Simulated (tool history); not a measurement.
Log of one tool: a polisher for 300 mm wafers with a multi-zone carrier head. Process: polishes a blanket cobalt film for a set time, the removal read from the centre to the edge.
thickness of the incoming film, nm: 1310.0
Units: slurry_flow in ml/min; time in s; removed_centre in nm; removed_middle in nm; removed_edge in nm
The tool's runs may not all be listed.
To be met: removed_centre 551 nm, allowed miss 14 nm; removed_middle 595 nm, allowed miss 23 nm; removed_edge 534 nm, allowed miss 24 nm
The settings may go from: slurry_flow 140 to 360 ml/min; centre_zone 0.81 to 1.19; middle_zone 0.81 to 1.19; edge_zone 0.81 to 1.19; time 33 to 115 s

Run 1, hour 0: slurry_flow 230 ml/min, centre_zone 1, middle_zone 1, edge_zone 1, time 73 s. Result: removed_centre 405 nm, removed_middle 407.15 nm, removed_edge 397.69 nm.
Run 2, hour 5.6: slurry_flow 275 ml/min, centre_zone 1, middle_zone 1, edge_zone 1, time 73 s. Result: removed_centre 406.99 nm, removed_middle 412.85 nm, removed_edge 400.62 nm.
Run 3, hour 9.3: slurry_flow 275 ml/min, centre_zone 1.03, middle_zone 1, edge_zone 1, time 73 s. Result: removed_centre 424.61 nm, removed_middle 415.79 nm, removed_edge 403.41 nm.
Run 4, hour 17.2: slurry_flow 275 ml/min, centre_zone 1.03, middle_zone 1, edge_zone 1, time 63 s. Result: removed_centre 366.96 nm, removed_middle 356.98 nm, removed_edge 349.52 nm.
Run 5, hour 21.8: slurry_flow 275 ml/min, centre_zone 1.03, middle_zone 1.04, edge_zone 1, time 63 s. Result: removed_centre 365.18 nm, removed_middle 363.95 nm, removed_edge 347.76 nm.
Run 6, hour 26: slurry_flow 280 ml/min, centre_zone 1.03, middle_zone 1.07, edge_zone 1.02, time 69 s. Result: removed_centre 398.08 nm, removed_middle 408.69 nm, removed_edge 389.82 nm.
Run 7, hour 27.7: slurry_flow 285 ml/min, centre_zone 1.04, middle_zone 1.1, edge_zone 1.02, time 73 s. Result: removed_centre 433.61 nm, removed_middle 444.61 nm, removed_edge 411.59 nm.
Run 8, hour 36: slurry_flow 290 ml/min, centre_zone 1.04, middle_zone 1.12, edge_zone 1.03, time 76 s. Result: removed_centre 443.36 nm, removed_middle 476.24 nm, removed_edge 427.2 nm.
Run 9, hour 38.2: slurry_flow 295 ml/min, centre_zone 1.05, middle_zone 1.13, edge_zone 1.05, time 79 s. Result: removed_centre 471.09 nm, removed_middle 486.65 nm, removed_edge 448.04 nm.

Which of these 4 next moves meets every target?
Run A, hour 40.4: slurry_flow 285 ml/min, centre_zone 0.98, middle_zone 1.07, edge_zone 1.11, time 99 s. Result: removed_centre ?, removed_middle ?, removed_edge ?.
Run B, hour 40.4: slurry_flow 235 ml/min, centre_zone 0.88, middle_zone 1.18, edge_zone 1.16, time 85 s. Result: removed_centre ?, removed_middle ?, removed_edge ?.
Run C, hour 40.4: slurry_flow 310 ml/min, centre_zone 1.08, middle_zone 1.19, edge_zone 0.88, time 90 s. Result: removed_centre ?, removed_middle ?, removed_edge ?.
Run D, hour 40.4: slurry_flow 335 ml/min, centre_zone 1.07, middle_zone 1.19, edge_zone 1.11, time 90 s. Result: removed_centre ?, removed_middle ?, removed_edge ?.

move  removed_centre  removed_middle  removed_edge
   A          544.74          586.57        592.26
   B          412.57          534.94        513.33
   C          550.51          582.61        483.26
   D          548.87           585.8        542.66
A: brings the result that was furthest off to its target, and leaves another outside
B: further off than the last run
C: brings the result that was furthest off to its target, and leaves another outside
D: meets every target
The right move is D.
